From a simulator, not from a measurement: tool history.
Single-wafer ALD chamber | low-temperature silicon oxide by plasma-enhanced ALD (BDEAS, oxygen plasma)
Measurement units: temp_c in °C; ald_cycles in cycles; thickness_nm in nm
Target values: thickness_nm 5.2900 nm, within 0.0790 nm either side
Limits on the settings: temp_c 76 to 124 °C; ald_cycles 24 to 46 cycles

run 1 day=0.000 | temp_c=100 ald_cycles=35 | thickness_nm=4.2979
run 2 day=0.108 | temp_c=95 ald_cycles=37 | thickness_nm=4.5689
run 3 day=0.296 | temp_c=94 ald_cycles=39 | thickness_nm=4.8607
run 4 day=0.379 | temp_c=94 ald_cycles=35 | thickness_nm=4.3481
run 5 day=0.512 | temp_c=94 ald_cycles=31 | thickness_nm=3.8696
run 6 day=0.588 | temp_c=99 ald_cycles=31 | thickness_nm=3.8064
run 7 day=0.812 | temp_c=94 ald_cycles=34 | thickness_nm=4.2561
run 8 day=0.900 | temp_c=89 ald_cycles=36 | thickness_nm=4.5545
run 9 day=1.158 | temp_c=86 ald_cycles=37 | thickness_nm=4.7675

Next run, 5 choices. One meets every target within its allowed miss, the rest don't. Which?
run A day=1.417 | temp_c=83 ald_cycles=39 | thickness_nm=?
run B day=1.417 | temp_c=86 ald_cycles=41 | thickness_nm=?
run C day=1.417 | temp_c=87 ald_cycles=40 | thickness_nm=?
run D day=1.417 | temp_c=107 ald_cycles=42 | thickness_nm=?
run E day=1.417 | temp_c=88 ald_cycles=40 | thickness_nm=?

move=A thickness_nm=5.0637
move=B thickness_nm=5.2607
move=C thickness_nm=5.1120
move=D thickness_nm=5.0688
move=E thickness_nm=5.0916
A: moves toward the targets from the last run without getting all of them in spec
B: in spec on every target
C: moves toward the targets from the last run without getting all of them in spec
D: moves toward the targets from the last run without getting all of them in spec
E: moves toward the targets from the last run without getting all of them in spec
Go with B: it meets all targets.
